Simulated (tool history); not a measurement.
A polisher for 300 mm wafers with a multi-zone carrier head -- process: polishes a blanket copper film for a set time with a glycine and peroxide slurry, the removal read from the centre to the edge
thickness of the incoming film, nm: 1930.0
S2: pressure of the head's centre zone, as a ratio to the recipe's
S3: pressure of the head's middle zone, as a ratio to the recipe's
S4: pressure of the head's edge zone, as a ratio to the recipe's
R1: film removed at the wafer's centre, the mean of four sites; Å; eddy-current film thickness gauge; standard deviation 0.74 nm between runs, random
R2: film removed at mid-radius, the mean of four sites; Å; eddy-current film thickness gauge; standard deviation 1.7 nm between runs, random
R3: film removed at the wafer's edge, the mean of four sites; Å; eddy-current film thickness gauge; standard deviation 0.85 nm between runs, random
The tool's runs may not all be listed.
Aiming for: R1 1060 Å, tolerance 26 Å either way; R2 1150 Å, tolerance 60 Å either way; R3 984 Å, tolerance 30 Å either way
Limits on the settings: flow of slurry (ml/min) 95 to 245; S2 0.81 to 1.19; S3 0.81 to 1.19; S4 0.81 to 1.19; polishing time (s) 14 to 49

run 1 hour=0 | flow_of_slurry_(ml/min)=155 S2=1 S3=1 S4=1 polishing_time_(s)=31 | R1=1390.3 R2=1514.6 R3=1513.2
run 2 hour=6.7 | flow_of_slurry_(ml/min)=155 S2=1.08 S3=1 S4=1 polishing_time_(s)=31 | R1=1501.6 R2=1552.8 R3=1517.9
run 3 hour=8.2 | flow_of_slurry_(ml/min)=155 S2=1.08 S3=0.92 S4=1 polishing_time_(s)=31 | R1=1500.5 R2=1484.5 R3=1541
run 4 hour=14.1 | flow_of_slurry_(ml/min)=155 S2=1.02 S3=0.92 S4=1 polishing_time_(s)=31 | R1=1396.2 R2=1445.1 R3=1525.6
run 5 hour=16.3 | flow_of_slurry_(ml/min)=155 S2=1.08 S3=0.92 S4=1 polishing_time_(s)=31 | R1=1493.2 R2=1440.7 R3=1526.6
run 6 hour=24.9 | flow_of_slurry_(ml/min)=155 S2=1.08 S3=0.94 S4=0.97 polishing_time_(s)=29 | R1=1417.8 R2=1397 R3=1393.3
run 7 hour=29.6 | flow_of_slurry_(ml/min)=140 S2=1.01 S3=0.97 S4=0.87 polishing_time_(s)=20 | R1=881.9 R2=952.33 R3=915.84
run 8 hour=30.3 | flow_of_slurry_(ml/min)=155 S2=1.02 S3=0.98 S4=0.87 polishing_time_(s)=20 | R1=903.94 R2=985.27 R3=925
-- hour=34.3 centre zone pressure recalibrated
run 9 hour=34.3 | flow_of_slurry_(ml/min)=200 S2=1.11 S3=1.05 S4=0.88 polishing_time_(s)=20 | R1=1146.4 R2=1044.1 R3=943.82
run 10 hour=35 | flow_of_slurry_(ml/min)=195 S2=1.1 S3=1.07 S4=0.89 polishing_time_(s)=20 | R1=1137 R2=1063.8 R3=944.41

Below are 5 possible settings for the next run. Only one of them brings all results inside the allowed miss of their targets. Which is it?
run A hour=35.7 | flow_of_slurry_(ml/min)=195 S2=1.02 S3=0.88 S4=0.92 polishing_time_(s)=22 | R1=? R2=? R3=?
run B hour=35.7 | flow_of_slurry_(ml/min)=240 S2=1.11 S3=0.87 S4=1.04 polishing_time_(s)=19 | R1=? R2=? R3=?
run C hour=35.7 | flow_of_slurry_(ml/min)=180 S2=0.96 S3=0.95 S4=1 polishing_time_(s)=21 | R1=? R2=? R3=?
run D hour=35.7 | flow_of_slurry_(ml/min)=185 S2=1.04 S3=1.18 S4=0.96 polishing_time_(s)=20 | R1=? R2=? R3=?
run E hour=35.7 | flow_of_slurry_(ml/min)=205 S2=1.11 S3=0.94 S4=0.91 polishing_time_(s)=19 | R1=? R2=? R3=?

move=A R1=1137.9 R2=1022.1 R3=1076.5
move=B R1=1101.3 R2=898.6 R3=1005
move=C R1=1009.6 R2=1014 R3=1059.5
move=D R1=1048.1 R2=1122.6 R3=989.94
move=E R1=1078.3 R2=926.68 R3=928.95
A: as far off as the last run
B: misses by more than the last run did
C: pushes the last run's worst result past its target
D: all results land within tolerance of their targets
E: corrects the largest miss of the last run, while another result sits out of spec
So the answer is move D, the one that meets all the targets.
